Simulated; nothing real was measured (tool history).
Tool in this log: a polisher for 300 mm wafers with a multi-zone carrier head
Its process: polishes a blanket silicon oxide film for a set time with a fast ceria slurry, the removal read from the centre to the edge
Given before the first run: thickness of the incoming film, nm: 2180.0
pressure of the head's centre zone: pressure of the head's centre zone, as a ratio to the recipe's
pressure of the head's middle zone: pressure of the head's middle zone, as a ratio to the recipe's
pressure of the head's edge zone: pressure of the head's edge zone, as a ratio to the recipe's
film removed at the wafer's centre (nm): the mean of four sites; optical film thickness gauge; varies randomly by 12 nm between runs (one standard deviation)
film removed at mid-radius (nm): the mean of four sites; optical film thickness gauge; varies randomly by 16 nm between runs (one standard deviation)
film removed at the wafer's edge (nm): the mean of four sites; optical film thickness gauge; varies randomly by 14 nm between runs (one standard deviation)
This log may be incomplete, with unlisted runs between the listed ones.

run,hour,flow of slurry (ml/min),pressure of the head's centre zone,pressure of the head's middle zone,pressure of the head's edge zone,polishing time (s),film removed at the wafer's centre (nm),film removed at mid-radius (nm),film removed at the wafer's edge (nm)
1,0.0,265,1.00,1.00,1.00,35,884.81,868.01,899.50
2,5.7,265,1.04,1.00,1.00,35,908.74,882.00,896.94
3,8.0,265,1.04,1.00,1.00,38,1000.20,938.79,983.15
4,9.6,265,1.08,1.00,1.00,38,1018.70,939.71,1009.50
5,17.2,265,1.12,1.00,1.00,38,1043.90,926.63,989.26
6,18.0,265,1.11,1.00,1.02,39,1086.80,981.39,1005.60
# hour 22.7: slurry nozzle cleaned
7,22.7,225,1.01,0.90,0.98,49,1264.40,1160.70,1283.20
8,24.6,220,1.00,0.89,0.98,49,1247.90,1136.10,1273.70

Run 9 is up next; what results do you expect?
9,26.3,215,0.99,0.89,0.98,49,?,?,?

{"run 9": {"film removed at the wafer's centre (nm)": 1217.3, "film removed at mid-radius (nm)": 1125.1, "film removed at the wafer's edge (nm)": 1262.9}}
